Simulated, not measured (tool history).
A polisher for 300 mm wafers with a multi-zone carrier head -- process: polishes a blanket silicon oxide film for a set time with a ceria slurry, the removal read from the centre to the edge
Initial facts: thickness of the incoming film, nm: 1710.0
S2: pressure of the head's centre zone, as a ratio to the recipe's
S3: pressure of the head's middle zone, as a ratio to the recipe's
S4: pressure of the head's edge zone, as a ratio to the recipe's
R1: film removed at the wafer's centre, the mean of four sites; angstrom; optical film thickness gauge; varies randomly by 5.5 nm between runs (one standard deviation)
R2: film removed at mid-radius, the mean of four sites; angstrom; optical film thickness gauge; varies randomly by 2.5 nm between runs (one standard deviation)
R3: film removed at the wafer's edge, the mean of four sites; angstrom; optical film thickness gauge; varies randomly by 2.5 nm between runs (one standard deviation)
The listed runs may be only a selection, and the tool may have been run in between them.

run 1 day=0 | flow_of_slurry_(ml/min)=225 S2=1 S3=1 S4=1 polishing_time_(s)=79 | R1=2625.6 R2=2628.3 R3=2680.8
run 2 day=0.275 | flow_of_slurry_(ml/min)=275 S2=1 S3=1 S4=1 polishing_time_(s)=79 | R1=2699.7 R2=2663.3 R3=2720.8
run 3 day=0.521 | flow_of_slurry_(ml/min)=275 S2=1 S3=1 S4=0.97 polishing_time_(s)=79 | R1=2641.8 R2=2679 R3=2657.8
run 4 day=0.546 | flow_of_slurry_(ml/min)=275 S2=1 S3=1 S4=0.89 polishing_time_(s)=79 | R1=2724.7 R2=2674.3 R3=2562.3
run 5 day=0.779 | flow_of_slurry_(ml/min)=275 S2=0.95 S3=1 S4=0.89 polishing_time_(s)=79 | R1=2550.4 R2=2698 R3=2588.1
run 6 day=1.05 | flow_of_slurry_(ml/min)=275 S2=0.9 S3=1 S4=0.89 polishing_time_(s)=79 | R1=2480.6 R2=2664.7 R3=2566.7
run 7 day=1.296 | flow_of_slurry_(ml/min)=280 S2=0.93 S3=1 S4=0.9 polishing_time_(s)=82 | R1=2637.3 R2=2824.9 R3=2679.4
run 8 day=1.425 | flow_of_slurry_(ml/min)=280 S2=0.93 S3=1 S4=0.9 polishing_time_(s)=82 | R1=2659.3 R2=2752.8 R3=2704
run 9 day=1.575 | flow_of_slurry_(ml/min)=285 S2=0.96 S3=1.01 S4=0.91 polishing_time_(s)=84 | R1=2743.4 R2=2869.4 R3=2763.7
run 10 day=1.754 | flow_of_slurry_(ml/min)=285 S2=0.96 S3=1.01 S4=0.91 polishing_time_(s)=84 | R1=2823.1 R2=2851.6 R3=2764.7
run 11 day=2.012 | flow_of_slurry_(ml/min)=320 S2=1.06 S3=1.1 S4=1.01 polishing_time_(s)=98 | R1=3603.7 R2=3575.1 R3=3418.7
run 12 day=2.167 | flow_of_slurry_(ml/min)=320 S2=1.07 S3=1.1 S4=1.02 polishing_time_(s)=98 | R1=3621.1 R2=3553.1 R3=3438.9
run 13 day=2.304 | flow_of_slurry_(ml/min)=320 S2=1.08 S3=1.1 S4=1.02 polishing_time_(s)=98 | R1=3633.9 R2=3520.6 R3=3450.3

Expected results for the next run?
run 14 day=2.467 | flow_of_slurry_(ml/min)=320 S2=1.09 S3=1.1 S4=1.02 polishing_time_(s)=98 | R1=? R2=? R3=?

Run 14 measured R1 3814.2 angstrom, R2 3545 angstrom, R3 3406.5 angstrom.
